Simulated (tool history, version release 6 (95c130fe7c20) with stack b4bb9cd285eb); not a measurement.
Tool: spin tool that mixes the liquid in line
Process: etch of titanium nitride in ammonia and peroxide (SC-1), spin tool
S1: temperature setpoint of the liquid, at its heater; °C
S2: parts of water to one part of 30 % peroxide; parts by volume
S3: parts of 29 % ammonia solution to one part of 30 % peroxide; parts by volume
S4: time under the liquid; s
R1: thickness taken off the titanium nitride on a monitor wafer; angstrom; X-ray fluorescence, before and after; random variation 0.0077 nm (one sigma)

Run 1, hour 0: S1 59 °C, S2 14 parts by volume, S3 0.65 parts by volume, S4 20 s. Result: R1 25.453 angstrom.
Run 2, hour 3.2: S1 62 °C, S2 14 parts by volume, S3 0.65 parts by volume, S4 20 s. Result: R1 30.681 angstrom.
Run 3, hour 7.1: S1 62 °C, S2 14 parts by volume, S3 0.65 parts by volume, S4 20 s. Result: R1 30.621 angstrom.
Run 4, hour 14.2: S1 62 °C, S2 14 parts by volume, S3 0.45 parts by volume, S4 20 s. Result: R1 28.827 angstrom.
Run 5, hour 22.9: S1 59.5 °C, S2 14 parts by volume, S3 0.45 parts by volume, S4 20 s. Result: R1 24.31 angstrom.
Run 6, hour 30.6: S1 57.5 °C, S2 14 parts by volume, S3 0.45 parts by volume, S4 20 s. Result: R1 21.363 angstrom.
Run 7, hour 37.2: S1 56 °C, S2 14 parts by volume, S3 0.45 parts by volume, S4 20 s. Result: R1 19.432 angstrom.
Run 8, hour 44.5: S1 55 °C, S2 14 parts by volume, S3 0.45 parts by volume, S4 20 s. Result: R1 18.175 angstrom.
Run 9, hour 49.7: S1 54 °C, S2 14 parts by volume, S3 0.45 parts by volume, S4 20 s. Result: R1 16.931 angstrom.
Run 10, hour 55.4: S1 53.5 °C, S2 14 parts by volume, S3 0.45 parts by volume, S4 20 s. Result: R1 16.332 angstrom.
Run 11, hour 60.2: S1 53 °C, S2 14 parts by volume, S3 0.45 parts by volume, S4 20 s. Result: R1 15.909 angstrom.
Run 12, hour 68.3: S1 52.5 °C, S2 14 parts by volume, S3 0.45 parts by volume, S4 20 s. Result: R1 15.265 angstrom.

The next listed run, before its measurement:
Run 13, hour 74.2: S1 52 °C, S2 14 parts by volume, S3 0.45 parts by volume, S4 20 s. Result: R1 ?.

{"run 13": {"R1": 14.716}}
